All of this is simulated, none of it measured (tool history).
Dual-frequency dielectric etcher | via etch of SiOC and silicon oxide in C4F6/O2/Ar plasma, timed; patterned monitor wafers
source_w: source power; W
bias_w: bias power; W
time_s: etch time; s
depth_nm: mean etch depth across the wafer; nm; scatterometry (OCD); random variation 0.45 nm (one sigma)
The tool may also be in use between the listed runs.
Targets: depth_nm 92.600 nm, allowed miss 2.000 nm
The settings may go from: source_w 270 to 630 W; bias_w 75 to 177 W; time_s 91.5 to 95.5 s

run	day	source_w	bias_w	time_s	depth_nm
1	0.000	450	126	91.5	104.620
2	0.071	380	126	91.5	99.936
3	0.233	310	126	91.5	95.749
4	0.433	310	126	91.5	96.137
5	0.512	300	125	91.5	95.771
6	0.671	300	142	91.5	98.056
7	0.729	300	139	91.5	96.986
8	0.958	300	139	91.5	97.079
9	1.133	300	136	91.5	96.325
10	1.312	300	134	91.5	97.300
# day 1.500: source power generator calibrated
11	1.500	300	131	91.5	95.255
12	1.825	300	130	91.5	94.991

Which of these 5 next moves meets every target?
A	2.150	270	144	92.5	?
B	2.150	270	140	94.5	?
C	2.150	320	135	91.5	?
D	2.150	390	102	91.5	?
E	2.150	280	120	92.0	?

move	depth_nm
A	96.065
B	97.578
C	96.886
D	95.945
E	92.799
A: further off than the last run
B: further off than the last run
C: further off than the last run
D: further off than the last run
E: meets every target
Answer: E

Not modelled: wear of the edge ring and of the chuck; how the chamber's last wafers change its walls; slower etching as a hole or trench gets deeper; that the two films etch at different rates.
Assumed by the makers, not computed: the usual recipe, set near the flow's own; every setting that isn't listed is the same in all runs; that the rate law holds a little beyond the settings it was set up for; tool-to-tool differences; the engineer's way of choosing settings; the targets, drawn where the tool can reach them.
